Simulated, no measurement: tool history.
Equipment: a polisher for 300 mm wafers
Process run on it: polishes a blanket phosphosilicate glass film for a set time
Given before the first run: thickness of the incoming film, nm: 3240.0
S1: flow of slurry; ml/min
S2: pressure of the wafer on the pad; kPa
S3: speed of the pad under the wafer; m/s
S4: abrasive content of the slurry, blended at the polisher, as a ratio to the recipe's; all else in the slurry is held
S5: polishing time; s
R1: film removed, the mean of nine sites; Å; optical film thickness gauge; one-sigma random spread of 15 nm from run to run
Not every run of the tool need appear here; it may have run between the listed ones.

run	hour	S1	S2	S3	S4	S5	R1
1	0	250	27.6	0.96	1	89	7949
2	0.9	250	27.6	0.74	1	89	6731.6
3	7.8	250	27.6	0.74	1	93	7196.5
4	14.7	250	32.4	0.74	1	93	8457.1
5	23	250	32.4	0.74	1	93	8539.9
6	29.6	250	34.5	0.74	1	93	8779.3
7	34.9	250	36.5	0.76	1	93	9767.3

Run 8 comes next. What will it give?
8	40.4	250	36.5	0.76	1	93	?

Run 8 gave R1 9469.6 Å.

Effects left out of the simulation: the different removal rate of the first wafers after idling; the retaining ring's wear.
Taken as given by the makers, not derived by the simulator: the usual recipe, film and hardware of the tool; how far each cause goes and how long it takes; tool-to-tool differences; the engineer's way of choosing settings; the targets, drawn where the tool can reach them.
